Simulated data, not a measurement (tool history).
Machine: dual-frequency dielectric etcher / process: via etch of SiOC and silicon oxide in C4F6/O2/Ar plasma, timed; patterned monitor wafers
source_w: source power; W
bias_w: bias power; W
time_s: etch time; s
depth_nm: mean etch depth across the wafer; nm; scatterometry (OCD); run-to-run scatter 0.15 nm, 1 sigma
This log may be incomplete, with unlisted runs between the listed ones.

run,hour,source_w,bias_w,time_s,depth_nm
1,0,320,205,42.5,48.012
2,3.7,320,205,39.5,44.896
3,6.9,320,205,42.5,47.746
4,15.2,320,205,42.5,48.148
5,22.3,300,202,42.5,46.111
6,24.8,290,201,42.5,45.196
7,28,280,200,42.5,44.338

What does the tool deliver on the next run?
8,28.6,280,200,42.5,?

{"run 8": {"depth_nm": 44.409}}
